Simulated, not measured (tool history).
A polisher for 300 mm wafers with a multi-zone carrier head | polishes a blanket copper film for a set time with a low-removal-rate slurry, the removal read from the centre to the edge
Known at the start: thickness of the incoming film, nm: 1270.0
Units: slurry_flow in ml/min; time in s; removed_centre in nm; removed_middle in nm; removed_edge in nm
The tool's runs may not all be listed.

run,hour,slurry_flow,centre_zone,middle_zone,edge_zone,slurry_solids,time,removed_centre,removed_middle,removed_edge
1,0,275,1,1,1,1,88,328.95,297.58,292.47
2,1.1,275,1,1,1,1,96,349.8,327.87,325.09
3,6,275,0.96,1,1,1,96,341.23,323,331.62
4,10.4,285,0.98,1.04,1.03,1.15,97,357.5,348.55,346.24
5,15,285,1.04,1.04,1.03,1.15,97,381.68,358.49,345.6
6,20.7,290,1.05,1.08,1.06,1.25,98,400,375.53,363.69

The next listed run, before its measurement:
7,29.6,300,1.04,1.12,1.07,1.35,99,?,?,?

Run 7 gave removed_centre 408.28 nm, removed_middle 399.75 nm, removed_edge 370.97 nm.
